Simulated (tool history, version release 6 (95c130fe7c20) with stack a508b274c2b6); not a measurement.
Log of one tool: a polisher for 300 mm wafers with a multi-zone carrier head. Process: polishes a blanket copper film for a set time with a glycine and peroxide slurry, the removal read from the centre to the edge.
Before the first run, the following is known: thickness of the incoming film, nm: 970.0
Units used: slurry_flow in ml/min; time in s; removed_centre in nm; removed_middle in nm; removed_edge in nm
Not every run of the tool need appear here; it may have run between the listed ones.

| run | hour | slurry_flow | centre_zone | middle_zone | edge_zone | time | removed_centre | removed_middle | removed_edge |
|---|---|---|---|---|---|---|---|---|---|
| 1 | 0 | 185 | 1 | 1 | 1 | 56 | 313.4 | 292.72 | 308.5 |
| 2 | 7.3 | 195 | 1.01 | 1.04 | 1 | 59 | 334.02 | 330.61 | 334.51 |
| 3 | 9.8 | 195 | 1.09 | 1.04 | 1 | 59 | 348.15 | 334.62 | 328 |
| 4 | 10.8 | 225 | 1.09 | 1.04 | 1 | 59 | 355.9 | 340.6 | 330.85 |
| 5 | 11.5 | 230 | 1.11 | 1.06 | 1.01 | 62 | 382.84 | 358.2 | 353.12 |
|  | 19.8 | slurry nozzle cleaned |
| 6 | 19.8 | 230 | 1.11 | 1 | 1.01 | 62 | 402.75 | 369 | 365.06 |

Run 7, settings as shown, results not yet in. Your forecast:
| 7 | 21.5 | 240 | 1.1 | 1.03 | 0.99 | 65 | ? | ? | ? |

For run 7 the tool returned removed_centre 416.96 nm, removed_middle 394.66 nm, removed_edge 384.69 nm.
